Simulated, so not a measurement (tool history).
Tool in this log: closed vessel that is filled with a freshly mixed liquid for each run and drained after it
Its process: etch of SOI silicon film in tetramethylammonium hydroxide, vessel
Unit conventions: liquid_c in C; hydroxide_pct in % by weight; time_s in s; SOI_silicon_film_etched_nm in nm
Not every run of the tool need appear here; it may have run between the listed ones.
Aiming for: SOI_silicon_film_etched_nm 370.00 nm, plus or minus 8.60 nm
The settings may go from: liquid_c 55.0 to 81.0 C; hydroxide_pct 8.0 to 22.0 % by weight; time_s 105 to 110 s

run 1 hour=0.0 | liquid_c=68.0 hydroxide_pct=15.0 time_s=105 | SOI_silicon_film_etched_nm=625.90
run 2 hour=7.4 | liquid_c=68.0 hydroxide_pct=15.0 time_s=105 | SOI_silicon_film_etched_nm=619.91
run 3 hour=9.8 | liquid_c=66.0 hydroxide_pct=15.0 time_s=105 | SOI_silicon_film_etched_nm=553.29
run 4 hour=17.2 | liquid_c=63.0 hydroxide_pct=15.0 time_s=105 | SOI_silicon_film_etched_nm=458.39
run 5 hour=26.5 | liquid_c=63.0 hydroxide_pct=15.0 time_s=105 | SOI_silicon_film_etched_nm=463.47
run 6 hour=31.0 | liquid_c=62.0 hydroxide_pct=15.0 time_s=105 | SOI_silicon_film_etched_nm=435.01
run 7 hour=32.9 | liquid_c=62.0 hydroxide_pct=15.0 time_s=105 | SOI_silicon_film_etched_nm=430.47
run 8 hour=36.3 | liquid_c=61.0 hydroxide_pct=15.0 time_s=105 | SOI_silicon_film_etched_nm=408.31
run 9 hour=38.1 | liquid_c=59.0 hydroxide_pct=15.0 time_s=105 | SOI_silicon_film_etched_nm=359.61

Pick the move, out of 4, that brings all results within their allowed miss; only one does.
run A hour=39.9 | liquid_c=58.0 hydroxide_pct=13.5 time_s=105 | SOI_silicon_film_etched_nm=?
run B hour=39.9 | liquid_c=56.0 hydroxide_pct=13.0 time_s=110 | SOI_silicon_film_etched_nm=?
run C hour=39.9 | liquid_c=60.5 hydroxide_pct=17.5 time_s=105 | SOI_silicon_film_etched_nm=?
run D hour=39.9 | liquid_c=60.0 hydroxide_pct=14.0 time_s=105 | SOI_silicon_film_etched_nm=?

move=A SOI_silicon_film_etched_nm=356.34
move=B SOI_silicon_film_etched_nm=334.39
move=C SOI_silicon_film_etched_nm=373.96
move=D SOI_silicon_film_etched_nm=397.07
A: misses by more than the last run did
B: misses by more than the last run did
C: in spec on every target
D: takes the result that was furthest off past its target
C is the move that brings every result within its allowed miss.
